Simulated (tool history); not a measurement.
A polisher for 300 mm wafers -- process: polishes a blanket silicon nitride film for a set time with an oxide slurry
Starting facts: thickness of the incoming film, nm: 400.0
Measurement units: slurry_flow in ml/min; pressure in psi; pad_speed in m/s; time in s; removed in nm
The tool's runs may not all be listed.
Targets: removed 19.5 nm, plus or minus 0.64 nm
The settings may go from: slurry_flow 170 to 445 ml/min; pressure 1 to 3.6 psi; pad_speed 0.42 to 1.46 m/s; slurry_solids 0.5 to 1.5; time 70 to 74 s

{"run": 1, "hour": 0.0, "slurry_flow": 285, "pressure": 2.3, "pad_speed": 0.94, "slurry_solids": 1, "time": 70, "removed": 28.383}
{"run": 2, "hour": 7.4, "slurry_flow": 285, "pressure": 2.5, "pad_speed": 0.94, "slurry_solids": 1, "time": 70, "removed": 31.065}
{"run": 3, "hour": 8.3, "slurry_flow": 285, "pressure": 2.5, "pad_speed": 1.1, "slurry_solids": 1, "time": 70, "removed": 33.367}
{"run": 4, "hour": 9.0, "slurry_flow": 285, "pressure": 2.5, "pad_speed": 1.1, "slurry_solids": 1.1, "time": 70, "removed": 34.43}
{"run": 5, "hour": 14.0, "slurry_flow": 285, "pressure": 2.2, "pad_speed": 1.08, "slurry_solids": 1.1, "time": 70, "removed": 30.976}
{"run": 6, "hour": 22.3, "slurry_flow": 285, "pressure": 1.9, "pad_speed": 1.06, "slurry_solids": 1.1, "time": 70, "removed": 27.094}
{"run": 7, "hour": 30.1, "slurry_flow": 285, "pressure": 1.7, "pad_speed": 1.06, "slurry_solids": 1.1, "time": 70, "removed": 24.438}
{"run": 8, "hour": 33.3, "slurry_flow": 285, "pressure": 1.2, "pad_speed": 1.06, "slurry_solids": 1.1, "time": 70, "removed": 18.072}

5 candidate next runs follow, results not yet known. Just one meets every target within its allowed miss. Identify it.
{"run": "A", "hour": 36.5, "slurry_flow": 265, "pressure": 1.1, "pad_speed": 1.06, "slurry_solids": 1.15, "time": 72, "removed": "?"}
{"run": "B", "hour": 36.5, "slurry_flow": 365, "pressure": 1.1, "pad_speed": 1.2, "slurry_solids": 1.15, "time": 72, "removed": "?"}
{"run": "C", "hour": 36.5, "slurry_flow": 240, "pressure": 1.1, "pad_speed": 1.2, "slurry_solids": 1.05, "time": 72, "removed": "?"}
{"run": "D", "hour": 36.5, "slurry_flow": 295, "pressure": 1.1, "pad_speed": 1.02, "slurry_solids": 1.1, "time": 73, "removed": "?"}
{"run": "E", "hour": 36.5, "slurry_flow": 285, "pressure": 1.2, "pad_speed": 1.08, "slurry_solids": 1.1, "time": 70, "removed": "?"}

move=A removed=17.324
move=B removed=19.379
move=C removed=18.17
move=D removed=16.977
move=E removed=18.166
A: misses by more than the last run did
B: every result lands within tolerance
C: moves toward the targets from the last run without getting all of them in spec
D: misses by more than the last run did
E: moves toward the targets from the last run without getting all of them in spec
So the answer is move B, the one that meets all the targets.
